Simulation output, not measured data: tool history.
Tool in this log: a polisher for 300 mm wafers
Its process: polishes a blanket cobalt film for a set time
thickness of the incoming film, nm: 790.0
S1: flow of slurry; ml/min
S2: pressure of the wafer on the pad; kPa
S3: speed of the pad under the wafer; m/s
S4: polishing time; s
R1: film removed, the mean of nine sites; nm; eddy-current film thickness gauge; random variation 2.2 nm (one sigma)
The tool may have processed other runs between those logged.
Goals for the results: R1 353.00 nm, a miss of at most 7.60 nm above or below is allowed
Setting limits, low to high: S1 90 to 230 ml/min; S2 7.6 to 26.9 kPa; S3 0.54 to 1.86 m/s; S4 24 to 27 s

{"run": 1, "day": 0.0, "S1": 150, "S2": 17.2, "S3": 1.18, "S4": 27, "R1": 181.75}
{"run": 2, "day": 0.162, "S1": 155, "S2": 18.6, "S3": 1.18, "S4": 27, "R1": 190.64}
{"run": 3, "day": 0.275, "S1": 155, "S2": 20.0, "S3": 1.22, "S4": 27, "R1": 209.96}
{"run": 4, "day": 0.629, "S1": 155, "S2": 22.1, "S3": 1.22, "S4": 27, "R1": 229.14}
{"run": 5, "day": 0.692, "S1": 155, "S2": 22.1, "S3": 1.22, "S4": 27, "R1": 227.59}
{"run": 6, "day": 0.817, "S1": 160, "S2": 22.8, "S3": 1.26, "S4": 27, "R1": 238.64}
{"run": 7, "day": 0.983, "S1": 160, "S2": 23.4, "S3": 1.32, "S4": 27, "R1": 257.68}
{"run": 8, "day": 1.238, "S1": 160, "S2": 24.1, "S3": 1.36, "S4": 27, "R1": 271.91}
{"run": 9, "day": 1.342, "S1": 160, "S2": 24.8, "S3": 1.4, "S4": 27, "R1": 283.75}
{"run": 10, "day": 1.462, "S1": 165, "S2": 24.8, "S3": 1.44, "S4": 27, "R1": 291.78}
{"run": 11, "day": 1.829, "S1": 165, "S2": 24.8, "S3": 1.44, "S4": 27, "R1": 291.4}
{"run": 12, "day": 2.154, "S1": 165, "S2": 24.8, "S3": 1.46, "S4": 27, "R1": 294.84}
{"run": 13, "day": 2.271, "S1": 165, "S2": 24.8, "S3": 1.48, "S4": 27, "R1": 299.24}
{"run": 14, "day": 2.646, "S1": 205, "S2": 26.9, "S3": 1.48, "S4": 27, "R1": 327.87}

Consider the 5 candidate settings below. Which is the only one whose results all fall within their allowed miss of target?
{"run": "A", "day": 3.021, "S1": 215, "S2": 26.2, "S3": 1.48, "S4": 26, "R1": "?"}
{"run": "B", "day": 3.021, "S1": 190, "S2": 26.9, "S3": 1.56, "S4": 24, "R1": "?"}
{"run": "C", "day": 3.021, "S1": 195, "S2": 24.8, "S3": 1.52, "S4": 26, "R1": "?"}
{"run": "D", "day": 3.021, "S1": 165, "S2": 26.9, "S3": 1.64, "S4": 27, "R1": "?"}
{"run": "E", "day": 3.021, "S1": 185, "S2": 26.9, "S3": 1.36, "S4": 27, "R1": "?"}

move=A R1=312.06
move=B R1=304.41
move=C R1=301.96
move=D R1=352.21
move=E R1=302.58
A: lands further from the targets than the last run did
B: lands further from the targets than the last run did
C: lands further from the targets than the last run did
D: hits every target within its allowed miss
E: lands further from the targets than the last run did
Correct choice: D, which meets every target

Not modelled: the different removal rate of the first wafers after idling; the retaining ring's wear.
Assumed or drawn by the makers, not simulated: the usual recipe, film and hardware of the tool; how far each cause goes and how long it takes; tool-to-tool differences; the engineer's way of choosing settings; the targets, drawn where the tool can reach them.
